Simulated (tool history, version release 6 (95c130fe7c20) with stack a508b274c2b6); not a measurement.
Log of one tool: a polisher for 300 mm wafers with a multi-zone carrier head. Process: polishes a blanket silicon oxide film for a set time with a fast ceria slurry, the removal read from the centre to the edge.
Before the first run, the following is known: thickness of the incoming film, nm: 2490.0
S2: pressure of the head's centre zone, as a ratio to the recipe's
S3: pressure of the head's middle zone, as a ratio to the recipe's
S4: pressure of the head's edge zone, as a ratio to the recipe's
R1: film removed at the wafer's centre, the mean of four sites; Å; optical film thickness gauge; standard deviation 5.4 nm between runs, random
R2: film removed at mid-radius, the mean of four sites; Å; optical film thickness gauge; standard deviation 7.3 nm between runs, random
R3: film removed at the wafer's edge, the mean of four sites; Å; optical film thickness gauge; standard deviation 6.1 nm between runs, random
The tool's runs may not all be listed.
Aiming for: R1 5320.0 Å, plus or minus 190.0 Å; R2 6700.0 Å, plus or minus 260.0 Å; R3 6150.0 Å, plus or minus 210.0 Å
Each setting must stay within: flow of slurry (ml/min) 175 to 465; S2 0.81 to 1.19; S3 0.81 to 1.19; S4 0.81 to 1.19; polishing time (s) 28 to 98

Run 1, hour 0.0: flow of slurry (ml/min) 295, S2 1.00, S3 1.00, S4 1.00, polishing time (s) 63. Result: R1 4486.8 Å, R2 4705.7 Å, R3 4715.4 Å.
Run 2, hour 5.9: flow of slurry (ml/min) 365, S2 1.00, S3 1.00, S4 1.00, polishing time (s) 63. Result: R1 4716.8 Å, R2 4677.2 Å, R3 4704.7 Å.
Run 3, hour 6.5: flow of slurry (ml/min) 365, S2 0.96, S3 1.00, S4 1.00, polishing time (s) 63. Result: R1 4549.2 Å, R2 4895.1 Å, R3 4706.1 Å.
Run 4, hour 13.5: flow of slurry (ml/min) 360, S2 0.96, S3 1.01, S4 1.01, polishing time (s) 65. Result: R1 4689.3 Å, R2 5035.4 Å, R3 4899.5 Å.
Run 5, hour 20.2: flow of slurry (ml/min) 410, S2 0.96, S3 1.01, S4 1.01, polishing time (s) 65. Result: R1 4742.9 Å, R2 5121.4 Å, R3 4930.6 Å.
Run 6, hour 24.0: flow of slurry (ml/min) 410, S2 0.96, S3 0.98, S4 1.01, polishing time (s) 65. Result: R1 4772.0 Å, R2 5007.5 Å, R3 4898.4 Å.
Run 7, hour 31.9: flow of slurry (ml/min) 410, S2 0.95, S3 1.00, S4 1.02, polishing time (s) 66. Result: R1 4822.4 Å, R2 5093.5 Å, R3 5005.1 Å.
Run 8, hour 33.9: flow of slurry (ml/min) 405, S2 0.94, S3 1.01, S4 1.03, polishing time (s) 67. Result: R1 4824.8 Å, R2 5235.6 Å, R3 5120.4 Å.
Run 9, hour 36.3: flow of slurry (ml/min) 405, S2 0.93, S3 1.02, S4 1.03, polishing time (s) 68. Result: R1 4821.7 Å, R2 5321.0 Å, R3 5226.0 Å.
Run 10, hour 43.9: flow of slurry (ml/min) 405, S2 0.92, S3 1.03, S4 1.03, polishing time (s) 69. Result: R1 4824.2 Å, R2 5302.7 Å, R3 5210.6 Å.
Run 11, hour 48.6: flow of slurry (ml/min) 410, S2 0.91, S3 1.05, S4 1.02, polishing time (s) 71. Result: R1 4881.1 Å, R2 5696.8 Å, R3 5523.6 Å.
Run 12, hour 50.8: flow of slurry (ml/min) 415, S2 0.91, S3 1.06, S4 1.01, polishing time (s) 72. Result: R1 5050.4 Å, R2 5764.4 Å, R3 5471.2 Å.
Run 13, hour 58.7: flow of slurry (ml/min) 415, S2 0.90, S3 1.07, S4 1.01, polishing time (s) 73. Result: R1 5050.9 Å, R2 5871.0 Å, R3 5395.6 Å.
Run 14, hour 63.3: flow of slurry (ml/min) 415, S2 0.90, S3 1.08, S4 1.02, polishing time (s) 74. Result: R1 5107.9 Å, R2 5936.6 Å, R3 5572.3 Å.
Run 15, hour 69.1: flow of slurry (ml/min) 415, S2 0.89, S3 1.09, S4 1.02, polishing time (s) 75. Result: R1 5114.9 Å, R2 6077.5 Å, R3 5613.0 Å.
Run 16, hour 72.9: flow of slurry (ml/min) 415, S2 0.89, S3 1.10, S4 1.03, polishing time (s) 76. Result: R1 5218.9 Å, R2 6254.1 Å, R3 5740.3 Å.
Run 17, hour 75.1: flow of slurry (ml/min) 415, S2 0.89, S3 1.11, S4 1.04, polishing time (s) 76. Result: R1 5254.1 Å, R2 6205.9 Å, R3 5812.6 Å.
Run 18, hour 78.3: flow of slurry (ml/min) 415, S2 0.88, S3 1.12, S4 1.04, polishing time (s) 76. Result: R1 5256.1 Å, R2 6327.6 Å, R3 5924.7 Å.

Which one of the following 4 next-run settings gets every result inside its allowed miss? There is exactly one.
Run A, hour 81.5: flow of slurry (ml/min) 460, S2 0.86, S3 1.17, S4 1.06, polishing time (s) 78. Result: R1 ?, R2 ?, R3 ?.
Run B, hour 81.5: flow of slurry (ml/min) 440, S2 0.90, S3 1.07, S4 1.03, polishing time (s) 73. Result: R1 ?, R2 ?, R3 ?.
Run C, hour 81.5: flow of slurry (ml/min) 360, S2 0.88, S3 1.02, S4 1.05, polishing time (s) 76. Result: R1 ?, R2 ?, R3 ?.
Run D, hour 81.5: flow of slurry (ml/min) 320, S2 0.94, S3 1.16, S4 1.17, polishing time (s) 74. Result: R1 ?, R2 ?, R3 ?.

move      R1      R2      R3
   A  5253.3  6771.1  6147.9
   B  5080.7  5978.0  5665.1
   C  5105.7  5954.8  5886.2
   D  5185.4  6202.3  5997.1
A: each result inside its tolerance
B: misses by more than the last run did
C: misses by more than the last run did
D: misses by more than the last run did
Go with A: it meets all targets.

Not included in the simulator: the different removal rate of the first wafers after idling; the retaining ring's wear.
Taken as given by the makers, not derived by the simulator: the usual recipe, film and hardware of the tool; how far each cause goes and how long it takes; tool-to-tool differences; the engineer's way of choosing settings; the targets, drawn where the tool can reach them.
